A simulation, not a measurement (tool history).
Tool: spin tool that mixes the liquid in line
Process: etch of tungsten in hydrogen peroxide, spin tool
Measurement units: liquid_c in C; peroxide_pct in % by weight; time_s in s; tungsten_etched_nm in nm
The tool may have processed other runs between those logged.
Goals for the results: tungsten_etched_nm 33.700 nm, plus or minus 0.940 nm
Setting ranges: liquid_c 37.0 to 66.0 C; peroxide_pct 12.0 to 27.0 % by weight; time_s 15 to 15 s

run    day  liquid_c  peroxide_pct  time_s  tungsten_etched_nm
  1  0.000      53.0          18.0      15              14.926
  2  0.150      54.5          18.0      15              16.027
  3  0.308      56.0          18.5      15              17.706
  4  0.425      56.0          18.5      15              17.999
  5  0.721      56.0          15.0      15              15.991
  6  1.088      56.0          12.0      15              14.223
  7  1.417      57.0          13.0      15              15.799
  8  1.733      58.0          14.0      15              17.240
  9  1.871      59.0          14.5      15              18.744
 10  1.921      60.0          15.0      15              20.119
 11  2.050      60.0          15.0      15              19.958
 12  2.367      60.5          15.5      15              21.274
 13  2.400      61.0          16.0      15              22.096
 14  2.475      61.5          16.5      15              23.385

Exercise: of the 5 proposed moves below, exactly one satisfies all targets within the stated allowed misses. Which move is it?
  A  2.550      66.0          21.0      15                   ?
  B  2.550      66.0          18.5      15                   ?
  C  2.550      66.0          18.0      15                   ?
  D  2.550      52.5          18.0      15                   ?
  E  2.550      56.5          20.0      15                   ?

move  tungsten_etched_nm
   A              33.197
   B              31.159
   C              30.735
   D              14.087
   E              18.835
A: all results in spec
B: moves toward the targets from the last run without getting all of them in spec
C: moves toward the targets from the last run without getting all of them in spec
D: moves away from the targets compared with the last run
E: moves away from the targets compared with the last run
Go with A: it meets all targets.
